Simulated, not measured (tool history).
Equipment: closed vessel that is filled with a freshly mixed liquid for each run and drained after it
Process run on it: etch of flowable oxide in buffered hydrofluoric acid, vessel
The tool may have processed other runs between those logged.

run,day,temperature setpoint of the liquid (C),parts of 40 % ammonium fluoride to one part of 49 % hydrofluoric acid (parts by volume),time in the liquid (s),thickness taken off the flowable oxide on a monitor wafer (nm)
1,0.000,23.0,21.5,95,173.53
2,0.258,23.0,21.5,105,191.73
3,0.288,24.0,21.5,105,201.90
4,0.642,27.0,21.5,105,236.53
5,0.954,27.0,24.0,105,219.75
6,1.258,27.0,24.0,105,219.89
7,1.596,27.0,24.0,105,220.92
8,1.621,27.5,24.0,105,226.99

Run 9 comes next. What will it give?
9,1.688,28.0,24.0,105,?

thickness taken off the flowable oxide on a monitor wafer (nm): 233.49
